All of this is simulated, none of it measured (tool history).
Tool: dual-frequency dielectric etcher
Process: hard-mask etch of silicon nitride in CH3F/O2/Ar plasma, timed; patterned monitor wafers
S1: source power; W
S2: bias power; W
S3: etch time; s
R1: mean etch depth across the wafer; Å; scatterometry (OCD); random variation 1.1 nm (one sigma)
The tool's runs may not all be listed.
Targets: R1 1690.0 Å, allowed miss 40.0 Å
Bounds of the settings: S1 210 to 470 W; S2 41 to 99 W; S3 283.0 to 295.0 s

run  hour   S1  S2     S3      R1
  1   0.0  340  70  283.0  1960.1
  2   5.7  340  70  283.0  1938.2
  3   9.6  320  70  283.0  1867.1
  4  12.4  320  70  283.0  1862.3
  5  15.2  360  70  283.0  2006.4
  6  24.2  340  69  283.0  1924.3
  7  31.4  330  68  283.0  1873.0
  8  32.2  320  68  283.0  1842.5

Which of these 4 next moves meets every target?
  A  33.0  310  67  286.0   ?
  B  33.0  300  63  284.5   ?
  C  33.0  340  72  288.5   ?
  D  33.0  350  68  283.0   ?

move      R1
   A  1810.8
   B  1703.7
   C  2009.5
   D  1942.2
A: nearer than the last run, and not there yet
B: meets every target
C: further off than the last run
D: further off than the last run
Answer: B

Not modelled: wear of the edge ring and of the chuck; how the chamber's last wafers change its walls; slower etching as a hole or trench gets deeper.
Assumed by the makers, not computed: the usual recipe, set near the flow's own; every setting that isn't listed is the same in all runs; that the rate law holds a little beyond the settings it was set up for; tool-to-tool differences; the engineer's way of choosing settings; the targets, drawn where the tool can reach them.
